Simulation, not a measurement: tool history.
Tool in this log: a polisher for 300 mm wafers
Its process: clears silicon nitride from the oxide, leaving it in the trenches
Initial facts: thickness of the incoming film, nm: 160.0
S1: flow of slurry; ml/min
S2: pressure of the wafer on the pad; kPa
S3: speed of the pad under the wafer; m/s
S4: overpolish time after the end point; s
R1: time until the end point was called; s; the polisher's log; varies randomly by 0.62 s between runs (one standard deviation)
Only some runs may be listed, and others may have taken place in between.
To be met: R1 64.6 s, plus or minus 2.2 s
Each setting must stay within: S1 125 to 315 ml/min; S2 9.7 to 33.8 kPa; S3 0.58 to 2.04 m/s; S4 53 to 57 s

run	day	S1	S2	S3	S4	R1
1	0	205	21.4	1.3	53	103.71
2	0.254	205	21.4	1.3	57	104.26
3	0.329	175	21.4	1.3	57	104.31
4	0.546	175	21.4	1.3	57	105.52
5	0.788	130	21.4	1.3	57	108.91
6	0.925	130	21.4	1.3	53	110.14
7	1.279	140	24.1	1.3	53	95.673
# day 1.65: slurry nozzle cleaned
8	1.65	145	26.2	1.3	53	85.2
9	1.825	150	27.6	1.3	53	79.985
10	2.1	155	28.3	1.3	53	77.812
11	2.333	160	29	1.3	53	77.204
12	2.533	160	29.6	1.3	53	74.002
13	2.717	160	30.3	1.3	53	73.284
14	2.821	160	31	1.3	53	71.085
15	2.921	160	31.7	1.3	53	68.532
16	3.279	160	32.4	1.3	53	68.218

Exercise: of the 5 proposed moves below, exactly one satisfies all targets within the stated allowed misses. Which move is it?
A	3.638	135	33.8	1.46	55	?
B	3.638	145	31.7	1.42	53	?
C	3.638	155	33.1	1.48	53	?
D	3.638	230	33.8	1.36	56	?
E	3.638	140	33.8	1.44	53	?

move	R1
A	59.815
B	64.896
C	59.383
D	60.856
E	60.394
A: takes the result that was furthest off past its target
B: in spec on every target
C: takes the result that was furthest off past its target
D: takes the result that was furthest off past its target
E: takes the result that was furthest off past its target
Go with B: it meets all targets.
